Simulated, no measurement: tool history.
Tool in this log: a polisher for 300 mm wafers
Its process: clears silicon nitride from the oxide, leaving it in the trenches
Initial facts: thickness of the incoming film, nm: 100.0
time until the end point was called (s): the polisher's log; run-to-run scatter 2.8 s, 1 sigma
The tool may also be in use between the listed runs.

run    day  flow of slurry (ml/min)  pressure of the wafer on the pad (kPa)  speed of the pad under the wafer (cm/s)  overpolish time after the end point (s)  time until the end point was called (s)
  1  0.000                      185                                    18.6                                      112                                       12                                    93.03
  2  0.338                      185                                    18.6                                       86                                       12                                   114.23
  3  0.700                      155                                    18.6                                       86                                       12                                   119.82
  4  1.050                      155                                    17.2                                       86                                       12                                   124.82
  5  1.196                      155                                    14.5                                       86                                       12                                   151.45
  6  1.292                      155                                    13.8                                       86                                       12                                   156.30
  7  1.604                      155                                    13.1                                       86                                       12                                   158.74

Run 8, settings as shown, results not yet in. Your forecast:
  8  1.967                      150                                     9.0                                       74                                       12                                        ?

time until the end point was called (s): 261.71

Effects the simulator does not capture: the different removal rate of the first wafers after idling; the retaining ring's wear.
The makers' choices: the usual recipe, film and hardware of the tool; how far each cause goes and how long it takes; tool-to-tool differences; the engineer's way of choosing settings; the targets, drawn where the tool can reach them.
